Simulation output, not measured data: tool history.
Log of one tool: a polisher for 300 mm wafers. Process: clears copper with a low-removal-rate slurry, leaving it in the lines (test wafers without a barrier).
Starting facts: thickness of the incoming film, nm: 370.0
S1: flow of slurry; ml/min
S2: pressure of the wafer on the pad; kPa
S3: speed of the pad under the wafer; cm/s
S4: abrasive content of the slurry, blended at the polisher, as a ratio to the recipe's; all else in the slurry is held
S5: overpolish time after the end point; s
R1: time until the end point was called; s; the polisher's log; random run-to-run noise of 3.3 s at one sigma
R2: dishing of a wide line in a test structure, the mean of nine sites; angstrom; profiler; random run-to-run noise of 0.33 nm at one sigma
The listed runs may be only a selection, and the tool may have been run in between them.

run    day   S1    S2   S3  S4  S5      R1      R2
  1      0  245  23.4  106   1  12  112.24  248.15
  2  0.154  245  23.4  106   1   8  112.76  176.61
  3  0.475  245    29  106   1   8  91.522  212.08
  4  0.579  245    29   86   1   8  112.46  166.04
  5  0.708  300    29   86   1   8  108.45   174.4
  6  0.846  300    29  106   1   8   90.17  209.76
  7  0.883  300  26.9  104   1   9  96.473  216.47
  8  1.033  295  24.8  102   1  10  105.57  214.53
  9  1.138  285  23.4  100   1  11  118.88  221.53
 10  1.321  285  22.1   98   1  11  122.91  208.99
 11  1.625  280  20.7   96   1  12   135.5   202.5
 12  1.679  275  19.3   94   1  13  150.81  207.76

Run 13 has not been measured yet. What should we expect?
 13  1.833  270  18.6  94   1  13   ?   ?

Run 13 measured R1 157.85 s, R2 197 angstrom.
